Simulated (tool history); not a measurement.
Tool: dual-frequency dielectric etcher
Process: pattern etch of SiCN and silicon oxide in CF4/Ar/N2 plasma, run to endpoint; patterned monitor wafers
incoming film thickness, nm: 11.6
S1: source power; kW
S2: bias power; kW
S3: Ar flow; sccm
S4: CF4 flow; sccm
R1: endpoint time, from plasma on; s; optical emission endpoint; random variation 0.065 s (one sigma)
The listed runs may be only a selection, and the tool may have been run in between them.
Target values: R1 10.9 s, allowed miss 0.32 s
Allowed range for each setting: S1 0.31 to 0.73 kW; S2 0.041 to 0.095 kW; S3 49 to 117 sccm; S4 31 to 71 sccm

Run 1, day 0: S1 0.52 kW, S2 0.068 kW, S3 83 sccm, S4 51 sccm. Result: R1 12.75 s.
Run 2, day 0.079: S1 0.52 kW, S2 0.076 kW, S3 83 sccm, S4 51 sccm. Result: R1 12.239 s.
Run 3, day 0.179: S1 0.52 kW, S2 0.088 kW, S3 83 sccm, S4 51 sccm. Result: R1 11.379 s.
Run 4, day 0.412: S1 0.52 kW, S2 0.088 kW, S3 92 sccm, S4 51 sccm. Result: R1 11.591 s.
Run 5, day 0.579: S1 0.52 kW, S2 0.088 kW, S3 92 sccm, S4 42 sccm. Result: R1 11.991 s.
Run 6, day 0.912: S1 0.53 kW, S2 0.088 kW, S3 92 sccm, S4 42 sccm. Result: R1 11.812 s.
Run 7, day 1.175: S1 0.54 kW, S2 0.088 kW, S3 92 sccm, S4 42 sccm. Result: R1 11.635 s.
Run 8, day 1.212: S1 0.56 kW, S2 0.088 kW, S3 92 sccm, S4 42 sccm. Result: R1 11.307 s.

Exercise: of the 5 proposed moves below, exactly one satisfies all targets within the stated allowed misses. Which move is it?
Run A, day 1.25: S1 0.6 kW, S2 0.094 kW, S3 80 sccm, S4 44 sccm. Result: R1 ?.
Run B, day 1.25: S1 0.63 kW, S2 0.093 kW, S3 102 sccm, S4 41 sccm. Result: R1 ?.
Run C, day 1.25: S1 0.64 kW, S2 0.081 kW, S3 83 sccm, S4 44 sccm. Result: R1 ?.
Run D, day 1.25: S1 0.6 kW, S2 0.087 kW, S3 96 sccm, S4 41 sccm. Result: R1 ?.
Run E, day 1.25: S1 0.64 kW, S2 0.083 kW, S3 100 sccm, S4 52 sccm. Result: R1 ?.

move      R1
   A  10.135
   B  10.412
   C  10.399
   D  10.994
   E  10.397
A: carries the result that was furthest off beyond its target, to the other side
B: carries the result that was furthest off beyond its target, to the other side
C: carries the result that was furthest off beyond its target, to the other side
D: every result lands within tolerance
E: carries the result that was furthest off beyond its target, to the other side
D is the move that brings every result within its allowed miss.

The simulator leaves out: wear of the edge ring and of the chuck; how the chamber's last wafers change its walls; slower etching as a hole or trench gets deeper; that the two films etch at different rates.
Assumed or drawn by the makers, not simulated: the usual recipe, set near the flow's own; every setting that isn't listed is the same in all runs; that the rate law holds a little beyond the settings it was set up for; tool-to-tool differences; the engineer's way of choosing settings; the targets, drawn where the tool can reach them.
